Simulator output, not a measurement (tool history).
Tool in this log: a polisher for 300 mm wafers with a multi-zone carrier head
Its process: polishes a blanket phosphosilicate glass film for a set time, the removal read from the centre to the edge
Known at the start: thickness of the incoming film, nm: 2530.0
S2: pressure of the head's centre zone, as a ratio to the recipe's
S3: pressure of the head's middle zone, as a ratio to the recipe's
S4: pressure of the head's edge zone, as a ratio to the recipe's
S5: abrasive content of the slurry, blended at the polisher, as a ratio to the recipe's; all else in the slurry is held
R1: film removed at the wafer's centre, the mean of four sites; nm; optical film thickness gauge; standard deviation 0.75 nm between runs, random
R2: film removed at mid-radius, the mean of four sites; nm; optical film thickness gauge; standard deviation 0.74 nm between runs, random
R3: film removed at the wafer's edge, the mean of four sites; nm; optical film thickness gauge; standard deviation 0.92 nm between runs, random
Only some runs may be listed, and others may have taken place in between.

{"run": 1, "hour": 0.0, "flow of slurry (ml/min)": 215, "S2": 1, "S3": 1, "S4": 1, "S5": 1, "polishing time (s)": 45, "R1": 240.39, "R2": 230.41, "R3": 237.34}
{"run": 2, "hour": 3.2, "flow of slurry (ml/min)": 210, "S2": 0.98, "S3": 0.98, "S4": 0.96, "S5": 0.9, "polishing time (s)": 40, "R1": 198.85, "R2": 187.54, "R3": 197.19}
{"run": 3, "hour": 9.5, "flow of slurry (ml/min)": 210, "S2": 0.98, "S3": 0.98, "S4": 0.91, "S5": 0.9, "polishing time (s)": 40, "R1": 195.16, "R2": 187.57, "R3": 190.69}
{"run": 4, "hour": 10.5, "flow of slurry (ml/min)": 235, "S2": 0.98, "S3": 0.98, "S4": 0.91, "S5": 0.9, "polishing time (s)": 40, "R1": 201.92, "R2": 188.56, "R3": 191.91}
{"run": 5, "hour": 14.8, "flow of slurry (ml/min)": 235, "S2": 0.98, "S3": 0.98, "S4": 0.97, "S5": 0.9, "polishing time (s)": 40, "R1": 199.66, "R2": 191.96, "R3": 203.15}
{"run": 6, "hour": 21.1, "flow of slurry (ml/min)": 215, "S2": 0.97, "S3": 0.98, "S4": 0.93, "S5": 0.8, "polishing time (s)": 36, "R1": 164.21, "R2": 158.55, "R3": 162.94}
{"run": 7, "hour": 25.7, "flow of slurry (ml/min)": 215, "S2": 0.97, "S3": 0.98, "S4": 0.93, "S5": 0.8, "polishing time (s)": 36, "R1": 166.04, "R2": 158.18, "R3": 163.38}
{"run": 8, "hour": 30.6, "flow of slurry (ml/min)": 200, "S2": 0.95, "S3": 0.97, "S4": 0.9, "S5": 0.75, "polishing time (s)": 35, "R1": 149.32, "R2": 143.98, "R3": 146.48}
{"run": 9, "hour": 39.1, "flow of slurry (ml/min)": 185, "S2": 0.93, "S3": 0.96, "S4": 0.88, "S5": 0.7, "polishing time (s)": 35, "R1": 135.95, "R2": 134.49, "R3": 138.56}
{"run": 10, "hour": 40.1, "flow of slurry (ml/min)": 185, "S2": 0.93, "S3": 0.96, "S4": 0.86, "S5": 0.65, "polishing time (s)": 34, "R1": 126.38, "R2": 122.53, "R3": 127.34}
{"run": 11, "hour": 41.2, "flow of slurry (ml/min)": 185, "S2": 0.93, "S3": 0.97, "S4": 0.85, "S5": 0.6, "polishing time (s)": 33, "R1": 114.07, "R2": 112.37, "R3": 112.96}
{"run": 12, "hour": 43.4, "flow of slurry (ml/min)": 180, "S2": 0.93, "S3": 0.97, "S4": 0.84, "S5": 0.6, "polishing time (s)": 33, "R1": 112.72, "R2": 113.43, "R3": 111.92}
{"run": 13, "hour": 44.0, "flow of slurry (ml/min)": 170, "S2": 0.93, "S3": 0.96, "S4": 0.83, "S5": 0.6, "polishing time (s)": 33, "R1": 111.57, "R2": 109, "R3": 110.74}
{"run": 14, "hour": 45.3, "flow of slurry (ml/min)": 160, "S2": 0.92, "S3": 0.97, "S4": 0.81, "S5": 0.5, "polishing time (s)": 32, "R1": 88.987, "R2": 89.637, "R3": 86.984}
{"run": 15, "hour": 52.6, "flow of slurry (ml/min)": 175, "S2": 0.92, "S3": 0.96, "S4": 0.81, "S5": 0.5, "polishing time (s)": 32, "R1": 91.517, "R2": 89.484, "R3": 89.138}
{"run": 16, "hour": 61.1, "flow of slurry (ml/min)": 175, "S2": 0.93, "S3": 0.97, "S4": 0.83, "S5": 0.5, "polishing time (s)": 32, "R1": 90.644, "R2": 91.4, "R3": 90.662}
{"run": 17, "hour": 65.9, "flow of slurry (ml/min)": 195, "S2": 0.92, "S3": 0.96, "S4": 0.83, "S5": 0.5, "polishing time (s)": 32, "R1": 92.734, "R2": 91.363, "R3": 92.328}
{"run": 18, "hour": 69.8, "flow of slurry (ml/min)": 195, "S2": 0.93, "S3": 0.97, "S4": 0.85, "S5": 0.5, "polishing time (s)": 32, "R1": 93.08, "R2": 92.966, "R3": 94.207}
{"run": 19, "hour": 73.2, "flow of slurry (ml/min)": 195, "S2": 0.94, "S3": 0.98, "S4": 0.86, "S5": 0.5, "polishing time (s)": 32, "R1": 94.486, "R2": 93.513, "R3": 92.848}
{"run": 20, "hour": 76.7, "flow of slurry (ml/min)": 195, "S2": 0.95, "S3": 0.98, "S4": 0.88, "S5": 0.5, "polishing time (s)": 32, "R1": 95.4, "R2": 93.913, "R3": 92.044}
{"run": 21, "hour": 83.3, "flow of slurry (ml/min)": 195, "S2": 0.95, "S3": 0.98, "S4": 0.9, "S5": 0.5, "polishing time (s)": 32, "R1": 94.227, "R2": 93.102, "R3": 95.116}
{"run": 22, "hour": 86.2, "flow of slurry (ml/min)": 200, "S2": 0.95, "S3": 0.98, "S4": 0.9, "S5": 0.5, "polishing time (s)": 32, "R1": 96.087, "R2": 93.735, "R3": 94.898}
{"run": 23, "hour": 94.7, "flow of slurry (ml/min)": 200, "S2": 0.95, "S3": 0.99, "S4": 0.91, "S5": 0.5, "polishing time (s)": 32, "R1": 94.713, "R2": 94.376, "R3": 96.061}

Run 24 is up next; what results do you expect?
{"run": 24, "hour": 99.3, "flow of slurry (ml/min)": 200, "S2": 0.96, "S3": 0.99, "S4": 0.92, "S5": 0.5, "polishing time (s)": 32, "R1": "?", "R2": "?", "R3": "?"}

{"run 24": {"R1": 96.646, "R2": 93.894, "R3": 95.214}}
